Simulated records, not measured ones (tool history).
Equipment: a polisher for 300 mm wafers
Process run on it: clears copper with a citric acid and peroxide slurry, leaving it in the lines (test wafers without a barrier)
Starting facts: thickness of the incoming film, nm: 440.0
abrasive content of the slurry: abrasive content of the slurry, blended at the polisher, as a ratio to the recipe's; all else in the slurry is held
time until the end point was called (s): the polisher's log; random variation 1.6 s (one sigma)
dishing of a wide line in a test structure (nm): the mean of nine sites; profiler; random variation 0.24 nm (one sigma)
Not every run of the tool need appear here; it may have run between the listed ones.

run	hour	flow of slurry (ml/min)	pressure of the wafer on the pad (psi)	speed of the pad under the wafer (cm/s)	abrasive content of the slurry	overpolish time after the end point (s)	time until the end point was called (s)	dishing of a wide line in a test structure (nm)
1	0	165	2.5	142	1	14	194.95	14.799
2	4.3	180	2.5	142	1	14	191.97	15.033
3	11.8	180	2.5	112	1	14	245.49	12.478
4	14.3	180	3	112	1	14	207.61	14.29
5	20.7	185	3.2	124	1	12	175.03	14.167
6	29.3	185	3.2	124	1.15	12	168.65	14.593
7	33	185	3.3	132	1.15	11	150.47	14.182

What will run 8 give?
8	40.5	185	3.4	138	1.15	11	?	?

Run 8 yielded time until the end point was called (s) 142.73, dishing of a wide line in a test structure (nm) 15.449.
